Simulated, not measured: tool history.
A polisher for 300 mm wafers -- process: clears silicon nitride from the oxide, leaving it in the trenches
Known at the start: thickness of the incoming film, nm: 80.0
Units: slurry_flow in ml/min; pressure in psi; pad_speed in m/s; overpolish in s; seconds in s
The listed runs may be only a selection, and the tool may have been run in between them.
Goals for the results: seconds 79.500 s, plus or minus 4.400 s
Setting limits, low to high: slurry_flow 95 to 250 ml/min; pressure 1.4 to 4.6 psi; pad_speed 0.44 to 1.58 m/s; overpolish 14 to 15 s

run 1 hour=0.0 | slurry_flow=160 pressure=3.0 pad_speed=1.00 overpolish=14 | seconds=98.438
run 2 hour=4.1 | slurry_flow=160 pressure=3.1 pad_speed=1.00 overpolish=14 | seconds=96.782
run 3 hour=12.1 | slurry_flow=180 pressure=3.1 pad_speed=1.00 overpolish=14 | seconds=97.697
run 4 hour=14.3 | slurry_flow=180 pressure=3.2 pad_speed=1.00 overpolish=14 | seconds=95.196
run 5 hour=21.6 | slurry_flow=180 pressure=3.2 pad_speed=0.82 overpolish=14 | seconds=114.970
run 6 hour=25.1 | slurry_flow=180 pressure=3.2 pad_speed=0.74 overpolish=14 | seconds=125.020
run 7 hour=25.8 | slurry_flow=180 pressure=3.4 pad_speed=0.76 overpolish=14 | seconds=113.510
run 8 hour=30.7 | slurry_flow=180 pressure=3.5 pad_speed=0.76 overpolish=14 | seconds=111.910
run 9 hour=39.3 | slurry_flow=180 pressure=3.6 pad_speed=0.76 overpolish=14 | seconds=107.130
run 10 hour=48.3 | slurry_flow=180 pressure=3.7 pad_speed=0.76 overpolish=14 | seconds=103.940
run 11 hour=57.2 | slurry_flow=180 pressure=3.8 pad_speed=0.76 overpolish=14 | seconds=103.280
run 12 hour=64.3 | slurry_flow=180 pressure=3.9 pad_speed=0.78 overpolish=14 | seconds=100.060
run 13 hour=67.5 | slurry_flow=180 pressure=4.0 pad_speed=0.80 overpolish=14 | seconds=96.049
run 14 hour=73.1 | slurry_flow=180 pressure=4.1 pad_speed=0.82 overpolish=14 | seconds=87.444
run 15 hour=74.3 | slurry_flow=180 pressure=4.3 pad_speed=0.82 overpolish=14 | seconds=85.095

Exactly one of the 5 candidate moves below puts every result within its allowed miss. Which one?
run A hour=75.5 | slurry_flow=160 pressure=3.8 pad_speed=0.90 overpolish=15 | seconds=?
run B hour=75.5 | slurry_flow=175 pressure=4.1 pad_speed=0.74 overpolish=15 | seconds=?
run C hour=75.5 | slurry_flow=200 pressure=3.7 pad_speed=0.88 overpolish=15 | seconds=?
run D hour=75.5 | slurry_flow=180 pressure=4.2 pad_speed=0.76 overpolish=15 | seconds=?
run E hour=75.5 | slurry_flow=180 pressure=4.6 pad_speed=0.82 overpolish=15 | seconds=?

move=A seconds=87.003
move=B seconds=96.255
move=C seconds=88.443
move=D seconds=91.272
move=E seconds=77.605
A: the biggest miss grows against the last run
B: the biggest miss grows against the last run
C: the biggest miss grows against the last run
D: the biggest miss grows against the last run
E: every result lands within tolerance
E meets every target.
